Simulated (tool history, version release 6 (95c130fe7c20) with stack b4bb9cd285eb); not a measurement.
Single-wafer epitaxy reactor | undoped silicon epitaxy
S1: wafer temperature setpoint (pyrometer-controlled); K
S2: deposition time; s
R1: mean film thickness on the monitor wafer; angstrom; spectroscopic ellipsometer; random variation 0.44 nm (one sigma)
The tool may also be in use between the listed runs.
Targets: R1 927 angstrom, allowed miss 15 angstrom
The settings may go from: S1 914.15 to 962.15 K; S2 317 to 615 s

Run 1, hour 0: S1 938.15 K, S2 466 s. Result: R1 1032.8 angstrom.
Run 2, hour 2.8: S1 938.15 K, S2 521 s. Result: R1 1162.1 angstrom.
Run 3, hour 7.3: S1 928.15 K, S2 521 s. Result: R1 908.85 angstrom.
Run 4, hour 14.6: S1 928.15 K, S2 573 s. Result: R1 1007.1 angstrom.
Run 5, hour 20.3: S1 927.15 K, S2 573 s. Result: R1 974.4 angstrom.
Run 6, hour 21.1: S1 927.15 K, S2 598 s. Result: R1 1022.5 angstrom.
Run 7, hour 25.8: S1 926.15 K, S2 598 s. Result: R1 996.16 angstrom.
Run 8, hour 27.5: S1 925.15 K, S2 598 s. Result: R1 966.31 angstrom.
Run 9, hour 32.8: S1 924.15 K, S2 598 s. Result: R1 956.69 angstrom.

4 next moves are on the table. One of them brings every result within its allowed miss. Which?
Run A, hour 38.1: S1 925.15 K, S2 609 s. Result: R1 ?.
Run B, hour 38.1: S1 925.15 K, S2 591 s. Result: R1 ?.
Run C, hour 38.1: S1 927.15 K, S2 569 s. Result: R1 ?.
Run D, hour 38.1: S1 923.15 K, S2 597 s. Result: R1 ?.

move      R1
   A  987.89
   B   958.7
   C  969.88
   D   921.4
A: further off than the last run
B: further off than the last run
C: further off than the last run
D: meets every target
Move D is the one to make.
